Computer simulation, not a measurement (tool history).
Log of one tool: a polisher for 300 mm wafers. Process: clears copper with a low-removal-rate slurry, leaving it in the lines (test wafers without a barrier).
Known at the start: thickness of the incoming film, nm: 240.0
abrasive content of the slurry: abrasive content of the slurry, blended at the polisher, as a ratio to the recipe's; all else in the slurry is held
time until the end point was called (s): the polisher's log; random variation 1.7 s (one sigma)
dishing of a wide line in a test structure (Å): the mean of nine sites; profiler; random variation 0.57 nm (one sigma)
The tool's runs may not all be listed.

run,hour,flow of slurry (ml/min),pressure of the wafer on the pad (psi),speed of the pad under the wafer (m/s),abrasive content of the slurry,overpolish time after the end point (s),time until the end point was called (s),dishing of a wide line in a test structure (Å)
1,0,155,3.5,0.92,1,18,90.426,334.5
2,4.1,155,3.5,0.92,1,11,89.94,223.64
3,7.3,155,3.5,0.7,1,11,112.56,175.4
4,13.6,140,3.5,0.82,0.95,16,103.95,271.48
5,15.7,125,3.8,0.84,0.9,18,101.28,309
6,21.9,115,4.2,0.86,0.85,20,93.87,365.77

The next listed run, before its measurement:
7,27.8,110,4.4,0.88,0.8,22,?,?

time until the end point was called (s): 86.303
dishing of a wide line in a test structure (Å): 404
